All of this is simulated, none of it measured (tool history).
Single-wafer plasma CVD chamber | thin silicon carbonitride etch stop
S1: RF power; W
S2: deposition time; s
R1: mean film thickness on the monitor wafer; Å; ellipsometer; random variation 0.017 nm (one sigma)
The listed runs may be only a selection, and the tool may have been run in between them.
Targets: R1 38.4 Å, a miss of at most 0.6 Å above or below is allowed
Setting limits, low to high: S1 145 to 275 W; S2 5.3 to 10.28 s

| run | hour | S1 | S2 | R1 |
|---|---|---|---|---|
| 1 | 0 | 210 | 7.79 | 44.728 |
| 2 | 1.4 | 205 | 7.7 | 43.96 |
| 3 | 5.4 | 200 | 7.61 | 42.82 |
| 4 | 12.7 | 200 | 8.66 | 48.643 |
| 5 | 15.3 | 195 | 8.47 | 47.548 |
| 6 | 21.9 | 190 | 8.28 | 46.128 |
| 7 | 24.6 | 155 | 7.03 | 37.039 |
| 8 | 31.9 | 160 | 7.04 | 37.281 |
| 9 | 34 | 160 | 7.05 | 37.278 |
| 10 | 39.4 | 160 | 7.06 | 37.889 |

5 next moves are on the table. One of them brings every result within its allowed miss. Which?
| A | 44.8 | 185 | 6.68 | ? |
| B | 44.8 | 150 | 7.37 | ? |
| C | 44.8 | 145 | 7.21 | ? |
| D | 44.8 | 160 | 6.99 | ? |
| E | 44.8 | 160 | 6.9 | ? |

| move | R1 |
|---|---|
| A | 36.935 |
| B | 38.418 |
| C | 37.23 |
| D | 37.101 |
| E | 36.623 |
A: lands further from the targets than the last run did
B: all results in spec
C: lands further from the targets than the last run did
D: lands further from the targets than the last run did
E: lands further from the targets than the last run did
Answer: B
